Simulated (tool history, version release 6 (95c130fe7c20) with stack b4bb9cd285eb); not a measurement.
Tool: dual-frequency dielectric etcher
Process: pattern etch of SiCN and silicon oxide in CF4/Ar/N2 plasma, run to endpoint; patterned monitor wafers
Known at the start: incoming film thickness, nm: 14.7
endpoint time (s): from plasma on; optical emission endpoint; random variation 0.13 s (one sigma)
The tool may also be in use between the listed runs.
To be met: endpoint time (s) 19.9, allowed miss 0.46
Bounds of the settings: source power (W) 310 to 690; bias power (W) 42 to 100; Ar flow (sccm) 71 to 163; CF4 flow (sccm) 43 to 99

run,hour,source power (W),bias power (W),Ar flow (sccm),CF4 flow (sccm),endpoint time (s)
1,0,500,71,117,71,14.658
2,1.4,500,71,132,71,15.184
3,2.4,450,70,132,71,16.71
4,7.4,520,70,132,71,14.652
5,13.9,470,69,132,71,16.173
6,15.5,430,68,132,71,17.738
7,16.1,410,68,132,71,18.473
8,19.1,400,68,132,71,18.943

4 next moves are on the table. One of them brings every result within its allowed miss. Which?
A,22.1,360,65,138,75,?
B,22.1,420,61,126,69,?
C,22.1,370,75,156,76,?
D,22.1,360,71,134,66,?

move,endpoint time (s)
A,21.391
B,18.976
C,19.694
D,20.621
A: takes the result that was furthest off past its target
B: as far off as the last run
C: meets every target
D: takes the result that was furthest off past its target
Answer: C

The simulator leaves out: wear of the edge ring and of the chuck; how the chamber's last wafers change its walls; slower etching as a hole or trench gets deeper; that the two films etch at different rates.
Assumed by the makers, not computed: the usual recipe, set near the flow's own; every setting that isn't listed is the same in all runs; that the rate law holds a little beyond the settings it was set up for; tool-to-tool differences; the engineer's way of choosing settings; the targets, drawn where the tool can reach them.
